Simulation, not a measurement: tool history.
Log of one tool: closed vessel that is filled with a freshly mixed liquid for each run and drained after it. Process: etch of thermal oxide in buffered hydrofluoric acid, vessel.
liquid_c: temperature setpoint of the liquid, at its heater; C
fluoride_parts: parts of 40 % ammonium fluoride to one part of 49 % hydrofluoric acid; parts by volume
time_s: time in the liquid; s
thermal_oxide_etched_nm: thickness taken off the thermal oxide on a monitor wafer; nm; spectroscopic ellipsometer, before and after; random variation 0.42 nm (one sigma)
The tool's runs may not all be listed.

run,day,liquid_c,fluoride_parts,time_s,thermal_oxide_etched_nm
1,0,23,20,90,51.317
2,0.192,23,20,95,53.777
3,0.362,23.5,20,95,55.155
4,0.496,23.5,24,95,48.279
5,0.879,24.5,24,95,51.655
6,1.162,25,24,95,53.12
7,1.3,25.5,24,95,54.818
8,1.629,26,24,95,56.888

The next listed run, before its measurement:
9,1.717,26.5,24,95,?

{"run 9": {"thermal_oxide_etched_nm": 57.52}}

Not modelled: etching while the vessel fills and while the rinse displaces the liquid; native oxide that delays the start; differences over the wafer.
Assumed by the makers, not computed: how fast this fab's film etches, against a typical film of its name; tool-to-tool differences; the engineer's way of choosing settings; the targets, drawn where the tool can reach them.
